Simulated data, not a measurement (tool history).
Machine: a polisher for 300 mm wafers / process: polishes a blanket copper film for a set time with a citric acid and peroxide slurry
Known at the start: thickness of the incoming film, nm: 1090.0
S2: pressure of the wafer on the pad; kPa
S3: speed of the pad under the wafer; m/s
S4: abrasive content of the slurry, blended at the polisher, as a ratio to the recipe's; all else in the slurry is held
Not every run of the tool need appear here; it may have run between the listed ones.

run 1 hour=0.0 | flow_of_slurry_(ml/min)=145 S2=24.8 S3=0.96 S4=1.0 polishing_time_(s)=45 | film_removed_(nm)=98.731
run 2 hour=5.3 | flow_of_slurry_(ml/min)=165 S2=24.8 S3=0.96 S4=1.0 polishing_time_(s)=45 | film_removed_(nm)=100.670
run 3 hour=7.6 | flow_of_slurry_(ml/min)=165 S2=25.5 S3=0.96 S4=1.0 polishing_time_(s)=45 | film_removed_(nm)=102.900
run 4 hour=13.6 | flow_of_slurry_(ml/min)=165 S2=25.5 S3=0.96 S4=1.0 polishing_time_(s)=45 | film_removed_(nm)=104.300
run 5 hour=14.4 | flow_of_slurry_(ml/min)=165 S2=25.5 S3=0.96 S4=1.0 polishing_time_(s)=39 | film_removed_(nm)=88.727
run 6 hour=16.1 | flow_of_slurry_(ml/min)=165 S2=29.0 S3=0.96 S4=1.0 polishing_time_(s)=39 | film_removed_(nm)=100.430

Run 7 is up next; what results do you expect?
run 7 hour=24.5 | flow_of_slurry_(ml/min)=165 S2=30.3 S3=0.96 S4=1.0 polishing_time_(s)=39 | film_removed_(nm)=?

Run 7 produced film removed (nm) 103.200.

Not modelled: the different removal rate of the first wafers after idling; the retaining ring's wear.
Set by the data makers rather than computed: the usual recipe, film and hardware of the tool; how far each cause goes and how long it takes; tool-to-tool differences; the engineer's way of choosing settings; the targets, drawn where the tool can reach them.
